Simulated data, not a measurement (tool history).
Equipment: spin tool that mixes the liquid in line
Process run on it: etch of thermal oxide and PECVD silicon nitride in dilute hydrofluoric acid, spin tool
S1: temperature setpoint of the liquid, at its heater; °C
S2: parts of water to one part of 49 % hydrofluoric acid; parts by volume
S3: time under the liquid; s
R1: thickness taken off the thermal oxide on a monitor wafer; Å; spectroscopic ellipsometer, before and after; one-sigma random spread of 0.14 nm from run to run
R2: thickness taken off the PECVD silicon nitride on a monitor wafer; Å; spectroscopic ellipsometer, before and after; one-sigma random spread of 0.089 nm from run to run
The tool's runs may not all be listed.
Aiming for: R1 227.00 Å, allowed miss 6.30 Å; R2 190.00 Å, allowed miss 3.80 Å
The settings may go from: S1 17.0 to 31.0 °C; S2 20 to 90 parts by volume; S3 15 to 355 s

Run 1, day 0.000: S1 23.0 °C, S2 50 parts by volume, S3 180 s. Result: R1 153.80 Å, R2 110.83 Å.
Run 2, day 0.258: S1 23.0 °C, S2 40 parts by volume, S3 180 s. Result: R1 195.82 Å, R2 138.89 Å.
Run 3, day 0.596: S1 23.0 °C, S2 50 parts by volume, S3 180 s. Result: R1 153.56 Å, R2 111.21 Å.
Run 4, day 0.783: S1 23.0 °C, S2 50 parts by volume, S3 210 s. Result: R1 179.94 Å, R2 129.08 Å.
Run 5, day 0.992: S1 23.0 °C, S2 45 parts by volume, S3 210 s. Result: R1 199.56 Å, R2 142.65 Å.
At day 1.367: hydrofluoric acid flow meter replaced.
Run 6, day 1.367: S1 23.5 °C, S2 45 parts by volume, S3 210 s. Result: R1 221.76 Å, R2 158.29 Å.
Run 7, day 1.525: S1 24.0 °C, S2 45 parts by volume, S3 210 s. Result: R1 221.96 Å, R2 162.67 Å.
Run 8, day 1.738: S1 24.5 °C, S2 45 parts by volume, S3 210 s. Result: R1 232.64 Å, R2 168.80 Å.
Run 9, day 1.983: S1 24.5 °C, S2 45 parts by volume, S3 210 s. Result: R1 227.74 Å, R2 168.22 Å.
Run 10, day 2.146: S1 25.0 °C, S2 45 parts by volume, S3 210 s. Result: R1 235.85 Å, R2 173.19 Å.

Exactly one of the 5 candidate moves below puts every result within its allowed miss. Which one?
Run A, day 2.308: S1 29.5 °C, S2 50 parts by volume, S3 180 s. Result: R1 ?, R2 ?.
Run B, day 2.308: S1 30.5 °C, S2 75 parts by volume, S3 265 s. Result: R1 ?, R2 ?.
Run C, day 2.308: S1 28.0 °C, S2 45 parts by volume, S3 180 s. Result: R1 ?, R2 ?.
Run D, day 2.308: S1 23.5 °C, S2 35 parts by volume, S3 165 s. Result: R1 ?, R2 ?.
Run E, day 2.308: S1 28.5 °C, S2 55 parts by volume, S3 220 s. Result: R1 ?, R2 ?.

move      R1      R2
   A  213.76  180.73
   B  210.04  189.55
   C  225.45  181.83
   D  224.13  157.64
   E  226.62  188.40
A: moves toward the targets from the last run without getting all of them in spec
B: corrects the largest miss of the last run, while another result sits out of spec
C: moves toward the targets from the last run without getting all of them in spec
D: misses by more than the last run did
E: each result inside its tolerance
So the answer is move E, the one that meets all the targets.
